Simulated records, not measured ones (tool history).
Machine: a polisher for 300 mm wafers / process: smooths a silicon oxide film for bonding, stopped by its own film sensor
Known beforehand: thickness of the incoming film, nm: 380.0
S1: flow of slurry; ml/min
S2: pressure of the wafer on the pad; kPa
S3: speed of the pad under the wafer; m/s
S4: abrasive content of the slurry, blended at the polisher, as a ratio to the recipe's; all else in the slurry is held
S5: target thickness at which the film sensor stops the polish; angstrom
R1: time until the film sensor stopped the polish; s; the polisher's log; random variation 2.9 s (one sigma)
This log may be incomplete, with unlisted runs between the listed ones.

| run | hour | S1 | S2 | S3 | S4 | S5 | R1 |
|---|---|---|---|---|---|---|---|
| 1 | 0.0 | 185 | 11.0 | 0.68 | 1.0 | 3010 | 221.16 |
| 2 | 3.8 | 185 | 11.0 | 0.52 | 1.0 | 3010 | 262.96 |
| 3 | 10.1 | 205 | 11.0 | 0.52 | 1.0 | 3010 | 257.91 |
| 4 | 18.1 | 205 | 13.8 | 0.52 | 1.0 | 3010 | 209.97 |
| 5 | 20.6 | 205 | 13.8 | 0.36 | 1.0 | 3010 | 260.00 |
| 6 | 29.5 | 205 | 13.8 | 0.30 | 1.0 | 3010 | 289.75 |
| 7 | 37.5 | 205 | 15.2 | 0.34 | 1.0 | 3010 | 248.51 |
| 8 | 45.2 | 205 | 15.9 | 0.38 | 1.0 | 3010 | 221.69 |
| 9 | 46.6 | 205 | 16.5 | 0.40 | 1.0 | 3010 | 212.34 |
| 10 | 54.1 | 210 | 17.2 | 0.42 | 1.0 | 3010 | 188.61 |
| 11 | 57.1 | 215 | 17.2 | 0.42 | 1.0 | 3010 | 188.68 |
| 12 | 62.2 | 220 | 17.2 | 0.42 | 1.0 | 3010 | 186.96 |
| 13 | 66.0 | 225 | 17.2 | 0.42 | 1.0 | 3010 | 185.86 |

Forecast run 14:
| 14 | 71.3 | 230 | 17.2 | 0.42 | 1.0 | 3010 | ? |

{"run 14": {"R1": 191.46}}
